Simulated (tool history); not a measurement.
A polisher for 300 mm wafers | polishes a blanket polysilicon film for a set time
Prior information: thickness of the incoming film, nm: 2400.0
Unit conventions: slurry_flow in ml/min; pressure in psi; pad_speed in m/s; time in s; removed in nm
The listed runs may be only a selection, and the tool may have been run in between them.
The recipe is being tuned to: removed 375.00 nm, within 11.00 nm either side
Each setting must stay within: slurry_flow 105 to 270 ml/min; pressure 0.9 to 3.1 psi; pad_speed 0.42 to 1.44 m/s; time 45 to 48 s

| run | hour | slurry_flow | pressure | pad_speed | time | removed |
|---|---|---|---|---|---|---|
| 1 | 0.0 | 175 | 2.0 | 0.92 | 45 | 289.61 |
| 2 | 1.6 | 180 | 2.1 | 0.92 | 45 | 296.04 |
| 3 | 6.9 | 180 | 1.6 | 0.92 | 45 | 252.95 |
| 4 | 15.6 | 180 | 1.6 | 0.70 | 45 | 203.94 |
| 5 | 22.1 | 215 | 1.6 | 0.70 | 45 | 207.33 |
| 6 | 28.2 | 240 | 1.6 | 0.70 | 45 | 210.27 |
| 7 | 32.6 | 240 | 1.6 | 0.70 | 45 | 209.06 |
| 8 | 33.3 | 240 | 1.8 | 0.70 | 45 | 226.38 |
| 9 | 34.4 | 240 | 2.0 | 0.70 | 45 | 237.50 |
| 10 | 40.7 | 240 | 2.2 | 0.72 | 45 | 256.05 |
| 11 | 44.4 | 240 | 2.3 | 0.74 | 45 | 272.65 |
| 12 | 51.6 | 240 | 2.4 | 0.76 | 45 | 284.29 |
| 13 | 58.7 | 240 | 2.5 | 0.78 | 45 | 294.61 |
| 14 | 63.8 | 240 | 2.6 | 0.80 | 45 | 312.00 |
| 15 | 67.9 | 250 | 3.0 | 0.80 | 45 | 350.09 |

Which single option among these 4 for the next run brings every result within its allowed miss of target? Just one does.
| A | 72.0 | 270 | 2.5 | 0.86 | 45 | ? |
| B | 72.0 | 225 | 2.7 | 0.90 | 48 | ? |
| C | 72.0 | 250 | 3.1 | 0.84 | 48 | ? |
| D | 72.0 | 230 | 3.1 | 0.80 | 45 | ? |

| move | removed |
|---|---|
| A | 325.16 |
| B | 371.65 |
| C | 390.83 |
| D | 349.65 |
A: moves away from the targets compared with the last run
B: all results land within tolerance of their targets
C: carries the result that was furthest off beyond its target, to the other side
D: no better and no worse than the last run
The move that meets every target is B.

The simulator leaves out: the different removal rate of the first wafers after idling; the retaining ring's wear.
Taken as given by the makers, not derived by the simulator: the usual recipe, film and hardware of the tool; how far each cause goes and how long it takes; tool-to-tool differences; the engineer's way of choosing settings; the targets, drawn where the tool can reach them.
